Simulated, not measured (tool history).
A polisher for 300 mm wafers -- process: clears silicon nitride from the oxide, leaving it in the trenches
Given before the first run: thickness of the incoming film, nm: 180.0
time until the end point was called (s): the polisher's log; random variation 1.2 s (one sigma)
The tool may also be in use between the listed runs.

run  hour  flow of slurry (ml/min)  pressure of the wafer on the pad (kPa)  speed of the pad under the wafer (cm/s)  overpolish time after the end point (s)  time until the end point was called (s)
  1     0                      185                                    23.4                                      124                                       42                                   119.57
  2   6.1                      185                                    24.8                                      124                                       42                                   112.51
  3   9.7                      185                                    26.2                                      124                                       42                                   108.55
  4    17                      185                                    27.6                                      124                                       42                                   102.47
  5  24.9                      185                                    28.3                                      124                                       42                                   99.804
  6  30.6                      185                                    28.3                                      124                                       44                                   100.45

The next listed run, before its measurement:
  7  32.6                      185                                      29                                      124                                       44                                        ?

Logged for run 7: time until the end point was called (s) 96.218.
